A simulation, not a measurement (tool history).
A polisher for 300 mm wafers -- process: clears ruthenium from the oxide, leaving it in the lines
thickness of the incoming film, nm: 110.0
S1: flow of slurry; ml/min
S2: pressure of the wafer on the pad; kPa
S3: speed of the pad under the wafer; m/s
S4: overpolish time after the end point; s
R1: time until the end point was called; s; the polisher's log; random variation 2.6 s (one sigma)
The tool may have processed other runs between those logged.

run 1 hour=0 | S1=185 S2=14.5 S3=1 S4=8 | R1=110.52
run 2 hour=8.6 | S1=185 S2=16.5 S3=1 S4=8 | R1=97.909
run 3 hour=15.8 | S1=210 S2=16.5 S3=1 S4=8 | R1=96.767
run 4 hour=23.8 | S1=210 S2=15.2 S3=1 S4=8 | R1=103.71
run 5 hour=25.8 | S1=210 S2=13.8 S3=0.96 S4=8 | R1=120.45
run 6 hour=28.7 | S1=210 S2=13.8 S3=1.06 S4=8 | R1=107.66
run 7 hour=29.3 | S1=210 S2=13.8 S3=1.06 S4=8 | R1=106.84

Run 8 has not been measured yet. What should we expect?
run 8 hour=33.6 | S1=205 S2=9.7 S3=0.88 S4=8 | R1=?

R1: 183.98 s
